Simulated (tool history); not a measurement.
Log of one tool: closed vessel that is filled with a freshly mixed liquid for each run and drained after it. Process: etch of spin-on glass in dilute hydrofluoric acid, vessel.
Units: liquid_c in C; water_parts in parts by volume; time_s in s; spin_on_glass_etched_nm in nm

Run 1, hour 0: liquid_c 22 C, water_parts 65 parts by volume, time_s 100 s. Result: spin_on_glass_etched_nm 82.014 nm.
Run 2, hour 2.5: liquid_c 19 C, water_parts 65 parts by volume, time_s 100 s. Result: spin_on_glass_etched_nm 72.323 nm.
Run 3, hour 9.2: liquid_c 20 C, water_parts 65 parts by volume, time_s 100 s. Result: spin_on_glass_etched_nm 75.367 nm.
Run 4, hour 17: liquid_c 20.5 C, water_parts 65 parts by volume, time_s 100 s. Result: spin_on_glass_etched_nm 76.833 nm.
Run 5, hour 22: liquid_c 21 C, water_parts 65 parts by volume, time_s 100 s. Result: spin_on_glass_etched_nm 79.956 nm.
Run 6, hour 27.8: liquid_c 21.5 C, water_parts 65 parts by volume, time_s 100 s. Result: spin_on_glass_etched_nm 79.991 nm.

Run 7 comes next. What will it give?
Run 7, hour 35.1: liquid_c 22 C, water_parts 65 parts by volume, time_s 100 s. Result: spin_on_glass_etched_nm ?.

{"run 7": {"spin_on_glass_etched_nm": 82.234}}
